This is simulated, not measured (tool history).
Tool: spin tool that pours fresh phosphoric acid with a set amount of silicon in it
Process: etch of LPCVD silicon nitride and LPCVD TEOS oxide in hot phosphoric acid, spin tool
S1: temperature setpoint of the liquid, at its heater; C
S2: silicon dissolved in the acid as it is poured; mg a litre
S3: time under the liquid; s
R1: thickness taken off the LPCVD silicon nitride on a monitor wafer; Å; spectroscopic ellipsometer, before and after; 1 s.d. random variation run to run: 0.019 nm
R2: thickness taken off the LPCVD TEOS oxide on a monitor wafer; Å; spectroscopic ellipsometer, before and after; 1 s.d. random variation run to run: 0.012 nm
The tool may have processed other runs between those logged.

run 1 hour=0 | S1=163 S2=26.5 S3=105 | R1=97.047 R2=2.9341
run 2 hour=1.7 | S1=162 S2=26 S3=95 | R1=85.497 R2=2.5608
run 3 hour=2.5 | S1=162 S2=15 S3=95 | R1=84.747 R2=3.4679
run 4 hour=5.1 | S1=161.5 S2=16.5 S3=85 | R1=74.893 R2=3.0109
run 5 hour=10.4 | S1=161 S2=18.5 S3=80 | R1=69.279 R2=2.2251
run 6 hour=15.7 | S1=161 S2=18.5 S3=125 | R1=108.56 R2=3.8373
run 7 hour=19.1 | S1=160.5 S2=18 S3=110 | R1=93.482 R2=3.6059
run 8 hour=19.8 | S1=160 S2=19 S3=100 | R1=83.965 R2=2.5237

Predict the results of run 9:
run 9 hour=25.1 | S1=159.5 S2=17.5 S3=90 | R1=? R2=?

{"run 9": {"R1": 74.018, "R2": 2.3152}}
